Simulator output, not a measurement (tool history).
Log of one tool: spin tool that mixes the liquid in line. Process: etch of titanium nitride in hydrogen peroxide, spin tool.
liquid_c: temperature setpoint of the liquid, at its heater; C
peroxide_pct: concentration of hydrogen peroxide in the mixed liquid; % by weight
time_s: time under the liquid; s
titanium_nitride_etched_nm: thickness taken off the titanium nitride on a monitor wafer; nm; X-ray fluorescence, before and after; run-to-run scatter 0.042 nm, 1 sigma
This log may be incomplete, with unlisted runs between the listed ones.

| run | hour | liquid_c | peroxide_pct | time_s | titanium_nitride_etched_nm |
|---|---|---|---|---|---|
| 1 | 0.0 | 58.0 | 22 | 195 | 16.015 |
| 2 | 1.5 | 58.0 | 22 | 210 | 17.250 |
| 3 | 6.2 | 56.5 | 22 | 210 | 15.608 |
| 4 | 10.8 | 52.5 | 22 | 210 | 11.788 |
| 5 | 18.9 | 52.5 | 19 | 210 | 11.381 |
| 6 | 27.8 | 52.5 | 19 | 210 | 11.450 |
| 7 | 33.9 | 53.0 | 19 | 210 | 11.811 |
| 8 | 35.1 | 53.5 | 19 | 210 | 12.199 |

Run 9 is up next; what results do you expect?
| 9 | 41.8 | 54.0 | 19 | 210 | ? |

titanium_nitride_etched_nm: 12.729 nm
